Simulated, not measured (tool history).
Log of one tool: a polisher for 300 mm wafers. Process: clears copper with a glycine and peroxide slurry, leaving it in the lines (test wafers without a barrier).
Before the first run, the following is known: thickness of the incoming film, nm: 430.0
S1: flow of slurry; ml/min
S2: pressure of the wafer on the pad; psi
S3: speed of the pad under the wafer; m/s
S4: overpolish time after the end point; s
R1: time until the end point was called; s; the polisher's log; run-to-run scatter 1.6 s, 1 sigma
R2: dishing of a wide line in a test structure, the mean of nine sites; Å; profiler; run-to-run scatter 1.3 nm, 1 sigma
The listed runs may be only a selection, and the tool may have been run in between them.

{"run": 1, "day": 0.0, "S1": 175, "S2": 1.8, "S3": 1.22, "S4": 16, "R1": 113.81, "R2": 440.99}
{"run": 2, "day": 0.362, "S1": 175, "S2": 1.8, "S3": 1.0, "S4": 16, "R1": 133.17, "R2": 402.42}
{"run": 3, "day": 0.454, "S1": 175, "S2": 1.8, "S3": 0.74, "S4": 16, "R1": 157.3, "R2": 336.86}
{"run": 4, "day": 0.717, "S1": 175, "S2": 1.9, "S3": 0.8, "S4": 16, "R1": 147.38, "R2": 364.7}
{"run": 5, "day": 0.879, "S1": 205, "S2": 1.9, "S3": 0.8, "S4": 16, "R1": 144.59, "R2": 375.48}
{"run": 6, "day": 1.221, "S1": 205, "S2": 2.0, "S3": 0.86, "S4": 16, "R1": 130.26, "R2": 399.84}
{"run": 7, "day": 1.358, "S1": 205, "S2": 2.1, "S3": 0.9, "S4": 16, "R1": 117.12, "R2": 412.79}

Expected results for the next run?
{"run": 8, "day": 1.642, "S1": 205, "S2": 2.2, "S3": 0.92, "S4": 17, "R1": "?", "R2": "?"}

Run 8 came out at R1 117.73 s, R2 481.18 Å.
